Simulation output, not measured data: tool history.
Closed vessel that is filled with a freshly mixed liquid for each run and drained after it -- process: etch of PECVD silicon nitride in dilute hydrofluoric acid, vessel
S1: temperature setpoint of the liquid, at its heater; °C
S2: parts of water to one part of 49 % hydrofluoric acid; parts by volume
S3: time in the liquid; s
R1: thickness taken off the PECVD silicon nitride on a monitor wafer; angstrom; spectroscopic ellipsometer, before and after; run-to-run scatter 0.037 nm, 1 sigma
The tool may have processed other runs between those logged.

{"run": 1, "hour": 0.0, "S1": 26, "S2": 145, "S3": 390, "R1": 47.026}
{"run": 2, "hour": 2.3, "S1": 25.5, "S2": 145, "S3": 390, "R1": 44.676}
{"run": 3, "hour": 4.5, "S1": 25.5, "S2": 145, "S3": 390, "R1": 44.924}
{"run": 4, "hour": 9.0, "S1": 25.5, "S2": 145, "S3": 390, "R1": 44.418}
{"run": 5, "hour": 11.5, "S1": 25.5, "S2": 145, "S3": 390, "R1": 45.247}
{"run": 6, "hour": 15.3, "S1": 25.5, "S2": 145, "S3": 285, "R1": 33.202}
{"run": 7, "hour": 19.3, "S1": 26, "S2": 145, "S3": 285, "R1": 34.01}

For run 8, what comes out?
{"run": 8, "hour": 24.3, "S1": 26.5, "S2": 145, "S3": 285, "R1": "?"}

{"run 8": {"R1": 35.222}}

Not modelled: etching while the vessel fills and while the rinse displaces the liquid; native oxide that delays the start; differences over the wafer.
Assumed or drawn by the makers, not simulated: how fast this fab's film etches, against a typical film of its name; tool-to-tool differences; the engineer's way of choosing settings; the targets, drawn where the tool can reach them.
